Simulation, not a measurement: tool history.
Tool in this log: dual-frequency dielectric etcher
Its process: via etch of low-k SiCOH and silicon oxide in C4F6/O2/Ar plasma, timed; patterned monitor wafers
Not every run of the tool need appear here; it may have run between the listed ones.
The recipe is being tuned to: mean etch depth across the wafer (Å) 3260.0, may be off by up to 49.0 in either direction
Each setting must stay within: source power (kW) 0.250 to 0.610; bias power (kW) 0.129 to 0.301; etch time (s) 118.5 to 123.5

run,hour,source power (kW),bias power (kW),etch time (s),mean etch depth across the wafer (Å)
1,0.0,0.430,0.215,118.5,3839.3
2,8.8,0.430,0.184,118.5,3668.9
3,10.5,0.390,0.181,118.5,3535.3
4,13.2,0.390,0.181,123.5,3703.1
5,18.9,0.390,0.181,118.5,3543.0
6,22.7,0.390,0.181,123.5,3681.0
7,23.8,0.350,0.179,123.5,3520.6
8,32.3,0.270,0.174,123.5,3164.5

Next run, 4 choices. One meets every target within its allowed miss, the rest don't. Which?
A,40.8,0.270,0.176,121.5,?
B,40.8,0.300,0.175,121.5,?
C,40.8,0.290,0.175,118.5,?
D,40.8,0.270,0.181,121.0,?

move,mean etch depth across the wafer (Å)
A,3129.5
B,3254.7
C,3133.1
D,3138.5
A: misses by more than the last run did
B: each result inside its tolerance
C: misses by more than the last run did
D: misses by more than the last run did
B meets every target.

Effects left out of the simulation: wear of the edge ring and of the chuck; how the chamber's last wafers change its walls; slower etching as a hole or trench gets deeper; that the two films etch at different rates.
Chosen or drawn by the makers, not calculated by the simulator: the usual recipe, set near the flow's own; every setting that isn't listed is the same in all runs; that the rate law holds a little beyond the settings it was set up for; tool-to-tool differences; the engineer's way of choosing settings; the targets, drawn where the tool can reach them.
